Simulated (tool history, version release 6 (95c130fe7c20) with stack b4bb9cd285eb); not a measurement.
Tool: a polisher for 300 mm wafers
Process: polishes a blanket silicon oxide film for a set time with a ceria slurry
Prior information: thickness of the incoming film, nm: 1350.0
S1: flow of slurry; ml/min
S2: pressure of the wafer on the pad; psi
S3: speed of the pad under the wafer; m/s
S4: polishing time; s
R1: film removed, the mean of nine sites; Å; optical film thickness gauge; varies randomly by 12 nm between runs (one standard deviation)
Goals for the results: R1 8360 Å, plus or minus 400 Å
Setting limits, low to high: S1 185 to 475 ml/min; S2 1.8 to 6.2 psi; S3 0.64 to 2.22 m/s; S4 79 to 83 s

{"run": 1, "hour": 0.0, "S1": 305, "S2": 4, "S3": 1.42, "S4": 79, "R1": 5460.9}
{"run": 2, "hour": 7.4, "S1": 305, "S2": 4, "S3": 1.42, "S4": 79, "R1": 5387.6}
{"run": 3, "hour": 11.0, "S1": 305, "S2": 4, "S3": 1.26, "S4": 79, "R1": 4887.8}
{"run": 4, "hour": 14.9, "S1": 305, "S2": 4.4, "S3": 1.28, "S4": 79, "R1": 5241.4}
{"run": 5, "hour": 17.9, "S1": 305, "S2": 4.4, "S3": 1.6, "S4": 79, "R1": 6654.9}
{"run": 6, "hour": 21.5, "S1": 250, "S2": 4.4, "S3": 1.6, "S4": 79, "R1": 6503.4}
{"run": 7, "hour": 29.9, "S1": 250, "S2": 4.6, "S3": 1.6, "S4": 79, "R1": 6657.2}
{"run": 8, "hour": 35.7, "S1": 255, "S2": 4.8, "S3": 1.6, "S4": 79, "R1": 6941}
{"run": 9, "hour": 42.8, "S1": 255, "S2": 5, "S3": 1.6, "S4": 79, "R1": 7361.9}
{"run": 10, "hour": 48.2, "S1": 255, "S2": 5.1, "S3": 1.6, "S4": 79, "R1": 7367.6}
{"run": 11, "hour": 49.7, "S1": 255, "S2": 5.2, "S3": 1.6, "S4": 79, "R1": 7527.1}
{"run": 12, "hour": 55.2, "S1": 255, "S2": 5.3, "S3": 1.6, "S4": 79, "R1": 7478.2}
{"run": 13, "hour": 63.4, "S1": 255, "S2": 5.4, "S3": 1.6, "S4": 79, "R1": 7779.6}
{"run": 14, "hour": 70.9, "S1": 255, "S2": 5.5, "S3": 1.6, "S4": 79, "R1": 7745}

4 candidate next runs follow, results not yet known. Just one meets every target within its allowed miss. Identify it.
{"run": "A", "hour": 78.4, "S1": 265, "S2": 5.5, "S3": 1.76, "S4": 83, "R1": "?"}
{"run": "B", "hour": 78.4, "S1": 250, "S2": 5.1, "S3": 1.72, "S4": 83, "R1": "?"}
{"run": "C", "hour": 78.4, "S1": 275, "S2": 5.5, "S3": 1.8, "S4": 83, "R1": "?"}
{"run": "D", "hour": 78.4, "S1": 280, "S2": 5.9, "S3": 1.38, "S4": 81, "R1": "?"}

move=A R1=8934.8
move=B R1=8113.4
move=C R1=9171.2
move=D R1=7374.2
A: carries the result that was furthest off beyond its target, to the other side
B: hits every target within its allowed miss
C: carries the result that was furthest off beyond its target, to the other side
D: its largest miss is bigger than the last run's
B is the move that brings every result within its allowed miss.
